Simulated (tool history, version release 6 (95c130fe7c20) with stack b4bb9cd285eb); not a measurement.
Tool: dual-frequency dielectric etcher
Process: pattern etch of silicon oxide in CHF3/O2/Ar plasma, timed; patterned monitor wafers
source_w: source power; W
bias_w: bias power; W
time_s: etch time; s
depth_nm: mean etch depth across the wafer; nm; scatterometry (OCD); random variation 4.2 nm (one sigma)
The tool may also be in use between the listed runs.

{"run": 1, "hour": 0.0, "source_w": 560, "bias_w": 136, "time_s": 775.5, "depth_nm": 1242.1}
{"run": 2, "hour": 6.1, "source_w": 540, "bias_w": 135, "time_s": 775.5, "depth_nm": 1222.6}
{"run": 3, "hour": 9.9, "source_w": 520, "bias_w": 134, "time_s": 775.5, "depth_nm": 1200.5}
{"run": 4, "hour": 17.3, "source_w": 560, "bias_w": 134, "time_s": 775.5, "depth_nm": 1238.5}
{"hour": 23.5, "done": "source power generator calibrated"}
{"run": 5, "hour": 23.5, "source_w": 540, "bias_w": 133, "time_s": 775.5, "depth_nm": 1225.2}
{"run": 6, "hour": 25.6, "source_w": 640, "bias_w": 133, "time_s": 775.5, "depth_nm": 1324.3}
{"run": 7, "hour": 27.9, "source_w": 610, "bias_w": 132, "time_s": 775.5, "depth_nm": 1297.3}
{"run": 8, "hour": 28.9, "source_w": 590, "bias_w": 131, "time_s": 775.5, "depth_nm": 1274.0}
{"run": 9, "hour": 33.7, "source_w": 570, "bias_w": 130, "time_s": 775.5, "depth_nm": 1257.4}
{"run": 10, "hour": 39.6, "source_w": 550, "bias_w": 130, "time_s": 775.5, "depth_nm": 1233.3}
{"run": 11, "hour": 45.1, "source_w": 530, "bias_w": 129, "time_s": 775.5, "depth_nm": 1211.6}
{"run": 12, "hour": 45.9, "source_w": 510, "bias_w": 128, "time_s": 775.5, "depth_nm": 1186.0}
{"run": 13, "hour": 48.8, "source_w": 500, "bias_w": 128, "time_s": 775.5, "depth_nm": 1176.8}
{"run": 14, "hour": 55.4, "source_w": 410, "bias_w": 125, "time_s": 775.5, "depth_nm": 1078.7}

The next listed run, before its measurement:
{"run": 15, "hour": 62.1, "source_w": 410, "bias_w": 125, "time_s": 775.5, "depth_nm": "?"}

Run 15 gave depth_nm 1067.5 nm.

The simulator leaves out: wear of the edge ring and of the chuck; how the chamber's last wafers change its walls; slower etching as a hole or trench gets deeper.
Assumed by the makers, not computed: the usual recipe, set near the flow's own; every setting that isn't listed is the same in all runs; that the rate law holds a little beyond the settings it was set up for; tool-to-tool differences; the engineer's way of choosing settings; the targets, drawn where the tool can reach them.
